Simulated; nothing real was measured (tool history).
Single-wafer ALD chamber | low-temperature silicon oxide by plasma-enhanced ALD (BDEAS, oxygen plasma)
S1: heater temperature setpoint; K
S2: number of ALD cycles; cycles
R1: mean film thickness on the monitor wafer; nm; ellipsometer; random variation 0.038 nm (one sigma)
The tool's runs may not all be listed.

run	hour	S1	S2	R1
1	0.0	358.15	70	10.5630
2	2.1	360.15	69	10.4410
3	5.1	364.15	69	10.2340
4	11.4	365.15	68	10.0280
5	12.0	375.15	68	9.7058
6	13.8	380.15	68	9.6275
7	19.7	380.15	67	9.5409

Run 8 comes next. What will it give?
8	26.7	380.15	66	?

{"run 8": {"R1": 9.44}}
